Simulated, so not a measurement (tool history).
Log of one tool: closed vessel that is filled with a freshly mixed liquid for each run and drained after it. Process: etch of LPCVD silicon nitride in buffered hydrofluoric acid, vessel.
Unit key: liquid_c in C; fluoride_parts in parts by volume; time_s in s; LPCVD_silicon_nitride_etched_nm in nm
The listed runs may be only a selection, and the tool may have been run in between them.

run	hour	liquid_c	fluoride_parts	time_s	LPCVD_silicon_nitride_etched_nm
1	0.0	25.0	9.5	2670	39.508
2	8.8	26.5	9.0	2670	43.838
3	16.9	27.5	9.0	2670	46.396
4	24.6	25.0	9.0	2670	41.304
# hour 29.6: thermometer replaced
5	29.6	25.0	7.5	2670	44.548
6	35.2	28.0	7.5	2670	51.704

Predict the results of run 7:
7	44.6	29.0	7.0	2670	?

{"run 7": {"LPCVD_silicon_nitride_etched_nm": 58.889}}

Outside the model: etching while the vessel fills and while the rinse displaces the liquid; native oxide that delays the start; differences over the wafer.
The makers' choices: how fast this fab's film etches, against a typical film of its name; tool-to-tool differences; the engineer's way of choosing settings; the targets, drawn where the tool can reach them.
